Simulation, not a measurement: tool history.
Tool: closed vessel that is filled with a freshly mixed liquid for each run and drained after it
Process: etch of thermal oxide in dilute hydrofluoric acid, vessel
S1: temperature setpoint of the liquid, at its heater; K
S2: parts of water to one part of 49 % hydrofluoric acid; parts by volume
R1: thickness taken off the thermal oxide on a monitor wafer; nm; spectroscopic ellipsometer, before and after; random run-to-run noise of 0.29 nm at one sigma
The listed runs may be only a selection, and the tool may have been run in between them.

run 1 hour=0 | S1=298.15 S2=55 time_in_the_liquid_(s)=900 | R1=79.904
run 2 hour=1.2 | S1=295.65 S2=60 time_in_the_liquid_(s)=900 | R1=65.239
run 3 hour=9.3 | S1=293.15 S2=60 time_in_the_liquid_(s)=900 | R1=58.535
run 4 hour=14.2 | S1=293.15 S2=70 time_in_the_liquid_(s)=900 | R1=49.962
run 5 hour=18.3 | S1=293.15 S2=55 time_in_the_liquid_(s)=900 | R1=65.588
run 6 hour=21.7 | S1=292.15 S2=60 time_in_the_liquid_(s)=900 | R1=56.239
run 7 hour=29.9 | S1=291.65 S2=65 time_in_the_liquid_(s)=900 | R1=50.674

Predict the results of run 8:
run 8 hour=37.5 | S1=291.15 S2=70 time_in_the_liquid_(s)=900 | R1=?

{"run 8": {"R1": 45.862}}

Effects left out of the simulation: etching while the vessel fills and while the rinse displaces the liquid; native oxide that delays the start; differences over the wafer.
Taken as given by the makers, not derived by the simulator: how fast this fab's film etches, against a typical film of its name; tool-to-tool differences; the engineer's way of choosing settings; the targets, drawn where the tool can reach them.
